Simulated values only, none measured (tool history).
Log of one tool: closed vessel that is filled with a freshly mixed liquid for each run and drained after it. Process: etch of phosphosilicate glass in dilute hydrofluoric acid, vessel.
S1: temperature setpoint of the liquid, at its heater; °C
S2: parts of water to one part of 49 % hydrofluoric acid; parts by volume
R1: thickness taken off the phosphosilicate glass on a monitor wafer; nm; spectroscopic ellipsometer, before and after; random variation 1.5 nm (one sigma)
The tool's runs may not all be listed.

Run 1, day 0.000: S1 24.0 °C, S2 80 parts by volume, time in the liquid (s) 100. Result: R1 105.430 nm.
Run 2, day 0.254: S1 24.0 °C, S2 100 parts by volume, time in the liquid (s) 100. Result: R1 81.103 nm.
Run 3, day 0.521: S1 26.5 °C, S2 85 parts by volume, time in the liquid (s) 100. Result: R1 106.990 nm.
Run 4, day 0.771: S1 23.5 °C, S2 85 parts by volume, time in the liquid (s) 100. Result: R1 95.688 nm.
Run 5, day 0.821: S1 23.5 °C, S2 85 parts by volume, time in the liquid (s) 100. Result: R1 94.563 nm.
Run 6, day 0.967: S1 23.5 °C, S2 85 parts by volume, time in the liquid (s) 100. Result: R1 95.025 nm.
Run 7, day 1.142: S1 26.0 °C, S2 75 parts by volume, time in the liquid (s) 100. Result: R1 122.060 nm.

Forecast run 8:
Run 8, day 1.225: S1 28.0 °C, S2 65 parts by volume, time in the liquid (s) 100. Result: R1 ?.

R1: 153.780 nm
